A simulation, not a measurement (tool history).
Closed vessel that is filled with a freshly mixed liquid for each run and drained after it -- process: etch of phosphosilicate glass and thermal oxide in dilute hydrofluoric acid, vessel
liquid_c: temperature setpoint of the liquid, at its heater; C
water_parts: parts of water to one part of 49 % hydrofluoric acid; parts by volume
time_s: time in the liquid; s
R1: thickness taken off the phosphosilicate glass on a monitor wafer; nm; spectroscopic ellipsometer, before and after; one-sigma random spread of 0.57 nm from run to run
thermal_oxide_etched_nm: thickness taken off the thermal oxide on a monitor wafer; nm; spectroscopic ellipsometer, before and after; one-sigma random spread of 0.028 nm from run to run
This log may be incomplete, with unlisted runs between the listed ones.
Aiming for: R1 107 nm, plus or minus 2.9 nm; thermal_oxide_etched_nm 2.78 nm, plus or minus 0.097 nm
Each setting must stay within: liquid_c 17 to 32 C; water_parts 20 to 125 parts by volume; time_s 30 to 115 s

Run 1, hour 0: liquid_c 24 C, water_parts 70 parts by volume, time_s 60 s. Result: R1 165.29 nm, thermal_oxide_etched_nm 4.3776 nm.
Run 2, hour 4.8: liquid_c 22.5 C, water_parts 75 parts by volume, time_s 60 s. Result: R1 144.55 nm, thermal_oxide_etched_nm 3.7602 nm.
Run 3, hour 6.9: liquid_c 21.5 C, water_parts 75 parts by volume, time_s 60 s. Result: R1 137.82 nm, thermal_oxide_etched_nm 3.6246 nm.
Run 4, hour 11.7: liquid_c 20.5 C, water_parts 75 parts by volume, time_s 60 s. Result: R1 133.1 nm, thermal_oxide_etched_nm 3.4282 nm.
Run 5, hour 17.6: liquid_c 20 C, water_parts 75 parts by volume, time_s 60 s. Result: R1 129.2 nm, thermal_oxide_etched_nm 3.3993 nm.
Run 6, hour 24.2: liquid_c 19.5 C, water_parts 75 parts by volume, time_s 60 s. Result: R1 126.71 nm, thermal_oxide_etched_nm 3.287 nm.
Run 7, hour 26.1: liquid_c 19 C, water_parts 75 parts by volume, time_s 60 s. Result: R1 125.34 nm, thermal_oxide_etched_nm 3.2828 nm.
Run 8, hour 34.7: liquid_c 18.5 C, water_parts 75 parts by volume, time_s 60 s. Result: R1 123.03 nm, thermal_oxide_etched_nm 3.2049 nm.

Which single option among these 4 for the next run brings every result within its allowed miss of target? Just one does.
Run A, hour 43.3: liquid_c 17.5 C, water_parts 75 parts by volume, time_s 55 s. Result: R1 ?, thermal_oxide_etched_nm ?.
Run B, hour 43.3: liquid_c 19.5 C, water_parts 95 parts by volume, time_s 70 s. Result: R1 ?, thermal_oxide_etched_nm ?.
Run C, hour 43.3: liquid_c 18 C, water_parts 100 parts by volume, time_s 80 s. Result: R1 ?, thermal_oxide_etched_nm ?.
Run D, hour 43.3: liquid_c 18 C, water_parts 70 parts by volume, time_s 65 s. Result: R1 ?, thermal_oxide_etched_nm ?.

move      R1  thermal_oxide_etched_nm
   A  106.65                    2.807
   B  114.02                   3.0008
   C  115.67                   3.0443
   D  138.72                    3.651
A: every result within its allowed miss
B: closes in on the targets versus the last run, not all within tolerance yet
C: closes in on the targets versus the last run, not all within tolerance yet
D: misses by more than the last run did
Correct choice: A, which meets every target
